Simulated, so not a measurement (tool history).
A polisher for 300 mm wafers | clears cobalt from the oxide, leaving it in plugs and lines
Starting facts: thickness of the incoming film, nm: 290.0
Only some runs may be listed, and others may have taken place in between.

run	day	flow of slurry (ml/min)	pressure of the wafer on the pad (psi)	speed of the pad under the wafer (cm/s)	overpolish time after the end point (s)	time until the end point was called (s)	dishing of a wide line in a test structure (angstrom)
1	0	280	2.4	96	21	54.676	492.25
2	0.208	280	2.4	114	21	45.682	507.45
3	0.283	280	2.1	114	22	52.294	506.93
4	0.467	280	2.1	114	27	52.404	520.96
5	0.608	280	1.9	114	26	56.366	511.38
6	0.742	280	1.9	114	32	58.059	524.8

What will run 7 give?
7	0.858	280	1.7	114	30	?	?

Run 7 produced time until the end point was called (s) 63.756, dishing of a wide line in a test structure (angstrom) 513.21.

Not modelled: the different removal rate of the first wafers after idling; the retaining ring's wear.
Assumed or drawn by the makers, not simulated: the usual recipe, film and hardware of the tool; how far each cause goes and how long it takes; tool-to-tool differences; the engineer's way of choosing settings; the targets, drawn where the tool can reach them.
